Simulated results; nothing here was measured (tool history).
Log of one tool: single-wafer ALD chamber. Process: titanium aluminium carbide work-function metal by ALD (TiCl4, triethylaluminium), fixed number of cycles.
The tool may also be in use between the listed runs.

run	day	heater temperature setpoint (K)	triethylaluminium pulse time (s)	mean film thickness on the monitor wafer (angstrom)
1	0.000	563.15	14.65	18.762
2	0.242	563.15	10.45	18.217
3	0.421	563.15	13.22	18.585
4	0.504	569.15	13.22	19.219
5	0.562	566.15	13.05	19.000
6	0.808	566.15	15.66	19.137

Run 7 comes next. What will it give?
7	1.158	563.15	15.47	?

mean film thickness on the monitor wafer (angstrom): 18.751

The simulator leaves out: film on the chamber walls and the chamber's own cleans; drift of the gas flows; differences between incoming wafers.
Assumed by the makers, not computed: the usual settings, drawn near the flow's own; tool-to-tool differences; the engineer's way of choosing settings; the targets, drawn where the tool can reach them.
